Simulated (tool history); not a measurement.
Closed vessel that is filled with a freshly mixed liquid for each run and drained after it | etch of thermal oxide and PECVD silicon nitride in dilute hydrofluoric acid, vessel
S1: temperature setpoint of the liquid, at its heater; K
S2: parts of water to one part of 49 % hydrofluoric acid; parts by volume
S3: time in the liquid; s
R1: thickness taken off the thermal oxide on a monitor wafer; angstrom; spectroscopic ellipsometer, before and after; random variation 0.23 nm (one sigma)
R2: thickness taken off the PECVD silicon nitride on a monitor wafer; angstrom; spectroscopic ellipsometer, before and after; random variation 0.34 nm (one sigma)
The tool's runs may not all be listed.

run,hour,S1,S2,S3,R1,R2
1,0,296.15,70,230,139.29,186.32
2,5.3,296.15,70,285,171.93,231.71
3,6.6,296.15,80,285,150.46,204.53
4,14.1,296.15,80,215,113.27,151.55
5,22.7,296.15,75,215,120.49,161.01
6,23.7,296.15,75,145,80.637,109.11

The next listed run, before its measurement:
7,25.1,297.65,45,220,?,?

Run 7 gave R1 230.41 angstrom, R2 299.55 angstrom.

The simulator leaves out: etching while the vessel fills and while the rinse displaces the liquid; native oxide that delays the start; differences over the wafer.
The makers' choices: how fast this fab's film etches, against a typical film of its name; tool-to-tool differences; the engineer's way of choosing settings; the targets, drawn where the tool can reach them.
